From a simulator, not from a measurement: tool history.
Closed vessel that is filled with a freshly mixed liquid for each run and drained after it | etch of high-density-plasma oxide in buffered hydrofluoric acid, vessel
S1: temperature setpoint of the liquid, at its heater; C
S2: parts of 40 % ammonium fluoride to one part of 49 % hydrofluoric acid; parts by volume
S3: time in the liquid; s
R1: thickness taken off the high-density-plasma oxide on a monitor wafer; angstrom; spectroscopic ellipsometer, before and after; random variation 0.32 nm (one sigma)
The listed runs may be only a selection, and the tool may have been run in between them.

run,day,S1,S2,S3,R1
1,0.000,24.0,17.0,95,1268.2
2,0.162,23.0,17.0,95,1198.4
3,0.479,23.0,15.0,95,1363.0
4,0.642,21.5,15.0,95,1247.4
5,0.892,21.5,12.0,95,1560.5
6,0.992,21.5,10.0,95,1864.9
7,1.079,20.5,11.5,95,1537.2

For run 8, what comes out?
8,1.121,19.5,12.5,95,?

{"run 8": {"R1": 1340.8}}

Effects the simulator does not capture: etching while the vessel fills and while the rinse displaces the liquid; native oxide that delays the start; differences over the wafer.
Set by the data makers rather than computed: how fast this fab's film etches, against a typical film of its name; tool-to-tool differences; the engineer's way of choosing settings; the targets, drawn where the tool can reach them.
